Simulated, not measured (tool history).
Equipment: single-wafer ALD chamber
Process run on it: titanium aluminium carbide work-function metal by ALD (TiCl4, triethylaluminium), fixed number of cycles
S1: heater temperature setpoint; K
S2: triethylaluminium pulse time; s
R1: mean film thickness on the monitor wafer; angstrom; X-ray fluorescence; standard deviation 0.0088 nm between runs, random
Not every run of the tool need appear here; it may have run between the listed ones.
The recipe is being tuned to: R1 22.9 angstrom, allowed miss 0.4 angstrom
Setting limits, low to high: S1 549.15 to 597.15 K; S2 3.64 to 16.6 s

| run | hour | S1 | S2 | R1 |
|---|---|---|---|---|
| 1 | 0 | 573.15 | 10.12 | 20.89 |
| 2 | 7.3 | 577.15 | 10.5 | 21.29 |
| 3 | 10.9 | 570.15 | 10.5 | 20.562 |
| 4 | 18.7 | 574.15 | 10.87 | 21.145 |
| 5 | 26 | 574.15 | 9.12 | 20.621 |
| 6 | 28.3 | 578.15 | 9.48 | 21.197 |
| 7 | 33.5 | 581.15 | 9.73 | 21.376 |
| 8 | 40.7 | 581.15 | 9.73 | 21.443 |
| 9 | 41.8 | 584.15 | 10.01 | 21.904 |
| 10 | 45.2 | 586.15 | 10.16 | 22.04 |
| 11 | 51.6 | 588.15 | 10.32 | 22.453 |
| 12 | 55.7 | 589.15 | 10.38 | 22.356 |

5 next moves are on the table. One of them brings every result within its allowed miss. Which?
| A | 59.8 | 576.15 | 11.55 | ? |
| B | 59.8 | 589.15 | 12.09 | ? |
| C | 59.8 | 582.15 | 11.87 | ? |
| D | 59.8 | 597.15 | 12.38 | ? |
| E | 59.8 | 581.15 | 13.03 | ? |

| move | R1 |
|---|---|
| A | 21.474 |
| B | 22.811 |
| C | 22.1 |
| D | 23.631 |
| E | 22.129 |
A: its largest miss is bigger than the last run's
B: each result inside its tolerance
C: its largest miss is bigger than the last run's
D: pushes the last run's worst result past its target
E: its largest miss is bigger than the last run's
So the answer is move B, the one that meets all the targets.

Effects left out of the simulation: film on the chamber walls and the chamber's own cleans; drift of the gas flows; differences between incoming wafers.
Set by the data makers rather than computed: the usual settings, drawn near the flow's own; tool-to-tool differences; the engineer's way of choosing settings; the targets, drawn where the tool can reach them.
